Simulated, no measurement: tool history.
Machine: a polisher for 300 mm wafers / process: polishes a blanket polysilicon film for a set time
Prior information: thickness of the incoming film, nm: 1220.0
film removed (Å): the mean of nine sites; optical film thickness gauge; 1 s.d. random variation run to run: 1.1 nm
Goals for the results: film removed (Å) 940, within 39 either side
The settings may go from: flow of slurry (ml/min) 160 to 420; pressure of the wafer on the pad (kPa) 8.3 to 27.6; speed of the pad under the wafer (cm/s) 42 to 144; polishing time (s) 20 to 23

| run | hour | flow of slurry (ml/min) | pressure of the wafer on the pad (kPa) | speed of the pad under the wafer (cm/s) | polishing time (s) | film removed (Å) |
|---|---|---|---|---|---|---|
| 1 | 0 | 270 | 17.9 | 92 | 23 | 1588.7 |
| 2 | 6.4 | 270 | 17.2 | 92 | 23 | 1559.6 |
| 3 | 11.3 | 330 | 17.2 | 92 | 23 | 1558.4 |
| 4 | 13.3 | 330 | 16.5 | 92 | 23 | 1504.1 |
| 5 | 21.1 | 355 | 16.5 | 92 | 23 | 1479.9 |
| 6 | 26.4 | 355 | 15.9 | 92 | 23 | 1442.2 |
|  | 27.6 | head pressure recalibrated |
| 7 | 27.6 | 355 | 15.2 | 92 | 23 | 1255.1 |
| 8 | 29.8 | 355 | 13.8 | 92 | 23 | 1116.5 |
| 9 | 30.7 | 355 | 13.1 | 92 | 23 | 1084.4 |
| 10 | 39.1 | 355 | 12.4 | 92 | 23 | 1037.3 |

Below are 5 possible settings for the next run. Only one of them brings all results inside the allowed miss of their targets. Which is it?
| A | 47.5 | 345 | 11.7 | 96 | 23 | ? |
| B | 47.5 | 330 | 11 | 102 | 21 | ? |
| C | 47.5 | 350 | 11.7 | 110 | 21 | ? |
| D | 47.5 | 365 | 11.7 | 92 | 20 | ? |
| E | 47.5 | 355 | 13.1 | 92 | 21 | ? |

| move | film removed (Å) |
|---|---|
| A | 1028.2 |
| B | 936.31 |
| C | 1073 |
| D | 861.82 |
| E | 1004.3 |
A: closer than the last run, but not yet in spec
B: each result inside its tolerance
C: further off than the last run
D: takes the result that was furthest off past its target
E: closer than the last run, but not yet in spec
The right move is B.

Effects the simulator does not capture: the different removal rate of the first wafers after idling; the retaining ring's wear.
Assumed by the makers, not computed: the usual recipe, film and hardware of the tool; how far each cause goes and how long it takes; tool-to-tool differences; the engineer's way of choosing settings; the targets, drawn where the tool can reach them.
